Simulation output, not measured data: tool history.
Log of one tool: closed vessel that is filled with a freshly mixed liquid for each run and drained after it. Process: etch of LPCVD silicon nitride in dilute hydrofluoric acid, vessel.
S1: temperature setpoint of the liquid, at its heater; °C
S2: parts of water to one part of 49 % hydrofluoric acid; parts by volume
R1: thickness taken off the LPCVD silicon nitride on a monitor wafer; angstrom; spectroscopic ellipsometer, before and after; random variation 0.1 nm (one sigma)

run 1 hour=0 | S1=24 S2=55 time_in_the_liquid_(s)=1180 | R1=108.05
run 2 hour=2.5 | S1=26 S2=55 time_in_the_liquid_(s)=1180 | R1=124.41
run 3 hour=7.1 | S1=27.5 S2=55 time_in_the_liquid_(s)=1180 | R1=136.74
run 4 hour=12.7 | S1=27.5 S2=55 time_in_the_liquid_(s)=1180 | R1=136.52
run 5 hour=14.8 | S1=27.5 S2=55 time_in_the_liquid_(s)=1180 | R1=137.92
run 6 hour=21.1 | S1=28.5 S2=55 time_in_the_liquid_(s)=1180 | R1=146.52
run 7 hour=22.5 | S1=29.5 S2=55 time_in_the_liquid_(s)=1180 | R1=156.56

Run 8, settings as shown, results not yet in. Your forecast:
run 8 hour=25 | S1=32 S2=45 time_in_the_liquid_(s)=1180 | R1=?

{"run 8": {"R1": 223.8}}

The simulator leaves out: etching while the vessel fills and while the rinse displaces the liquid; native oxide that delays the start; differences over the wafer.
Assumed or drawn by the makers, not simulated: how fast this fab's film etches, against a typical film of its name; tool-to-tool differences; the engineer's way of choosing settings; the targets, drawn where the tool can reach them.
